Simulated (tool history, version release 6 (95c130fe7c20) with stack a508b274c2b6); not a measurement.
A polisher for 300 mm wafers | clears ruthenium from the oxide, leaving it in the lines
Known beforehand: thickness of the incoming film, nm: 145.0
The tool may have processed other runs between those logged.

run,hour,flow of slurry (ml/min),pressure of the wafer on the pad (kPa),speed of the pad under the wafer (cm/s),overpolish time after the end point (s),time until the end point was called (s)
1,0.0,145,18.6,108,28,103.680
2,2.6,145,18.6,90,28,122.070
3,10.4,145,18.6,118,28,94.236
4,16.5,145,18.6,118,28,98.510
5,20.7,145,14.5,118,28,120.830
6,26.4,145,18.6,120,28,95.239
7,32.0,145,21.4,122,28,79.478

Run 8 has not been measured yet. What should we expect?
8,33.7,145,22.8,124,28,?

{"run 8": {"time until the end point was called (s)": 73.289}}
